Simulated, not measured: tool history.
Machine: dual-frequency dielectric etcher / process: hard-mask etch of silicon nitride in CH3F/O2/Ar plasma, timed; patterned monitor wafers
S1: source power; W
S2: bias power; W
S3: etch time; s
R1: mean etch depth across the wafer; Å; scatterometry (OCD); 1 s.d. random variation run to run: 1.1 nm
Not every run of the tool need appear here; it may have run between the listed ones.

run  hour   S1  S2     S3      R1
  1   0.0  460  81  253.0  1921.6
  2   8.1  460  73  253.0  1874.3
  3  16.9  460  63  253.0  1793.9
  4  18.5  500  67  253.5  1871.9
  5  25.3  530  72  254.5  1950.8
  6  26.3  550  76  255.5  2013.4

What will run 7 give?
  7  33.0  570  79  256.0   ?

R1: 2081.1 Å
